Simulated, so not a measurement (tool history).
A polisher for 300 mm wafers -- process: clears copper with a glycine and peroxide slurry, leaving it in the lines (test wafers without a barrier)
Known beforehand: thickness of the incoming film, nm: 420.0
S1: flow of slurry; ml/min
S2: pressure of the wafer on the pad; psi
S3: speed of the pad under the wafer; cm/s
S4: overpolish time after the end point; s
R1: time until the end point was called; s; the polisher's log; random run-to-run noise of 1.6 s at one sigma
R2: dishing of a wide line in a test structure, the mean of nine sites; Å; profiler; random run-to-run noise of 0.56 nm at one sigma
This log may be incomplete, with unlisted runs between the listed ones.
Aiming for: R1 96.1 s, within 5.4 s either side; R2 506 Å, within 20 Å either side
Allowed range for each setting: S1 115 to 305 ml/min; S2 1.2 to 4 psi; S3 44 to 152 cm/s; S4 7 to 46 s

Run 1, day 0: S1 195 ml/min, S2 2.6 psi, S3 98 cm/s, S4 24 s. Result: R1 79.684 s, R2 801.76 Å.
Run 2, day 0.271: S1 200 ml/min, S2 2.5 psi, S3 98 cm/s, S4 22 s. Result: R1 79.343 s, R2 752.28 Å.
Run 3, day 0.621: S1 200 ml/min, S2 2.5 psi, S3 98 cm/s, S4 17 s. Result: R1 80.12 s, R2 621.6 Å.
Run 4, day 0.654: S1 200 ml/min, S2 2.5 psi, S3 98 cm/s, S4 13 s. Result: R1 80.237 s, R2 494.49 Å.
Run 5, day 0.775: S1 220 ml/min, S2 2.5 psi, S3 98 cm/s, S4 13 s. Result: R1 79.407 s, R2 505.68 Å.
Run 6, day 1.125: S1 255 ml/min, S2 2.5 psi, S3 98 cm/s, S4 13 s. Result: R1 76.912 s, R2 517.49 Å.
Run 7, day 1.267: S1 250 ml/min, S2 2.4 psi, S3 98 cm/s, S4 14 s. Result: R1 81.728 s, R2 523.34 Å.
Run 8, day 1.638: S1 250 ml/min, S2 2.3 psi, S3 98 cm/s, S4 14 s. Result: R1 81.939 s, R2 515.8 Å.
Run 9, day 1.754: S1 250 ml/min, S2 2.2 psi, S3 98 cm/s, S4 15 s. Result: R1 84.521 s, R2 527.49 Å.
Run 10, day 1.875: S1 250 ml/min, S2 2.2 psi, S3 98 cm/s, S4 15 s. Result: R1 85.757 s, R2 531.66 Å.
Run 11, day 2.1: S1 250 ml/min, S2 2.1 psi, S3 98 cm/s, S4 15 s. Result: R1 88.295 s, R2 521.31 Å.

Which single option among these 4 for the next run brings every result within its allowed miss of target? Just one does.
Run A, day 2.325: S1 210 ml/min, S2 2.4 psi, S3 88 cm/s, S4 16 s. Result: R1 ?, R2 ?.
Run B, day 2.325: S1 275 ml/min, S2 2.1 psi, S3 88 cm/s, S4 16 s. Result: R1 ?, R2 ?.
Run C, day 2.325: S1 245 ml/min, S2 1.9 psi, S3 96 cm/s, S4 18 s. Result: R1 ?, R2 ?.
Run D, day 2.325: S1 295 ml/min, S2 1.9 psi, S3 106 cm/s, S4 16 s. Result: R1 ?, R2 ?.

move      R1      R2
   A  88.385  542.75
   B  93.475   515.8
   C  94.387  560.32
   D  85.767  548.38
A: further off than the last run
B: all results in spec
C: puts the biggest miss on target and leaves a different result outside tolerance
D: further off than the last run
Answer: B
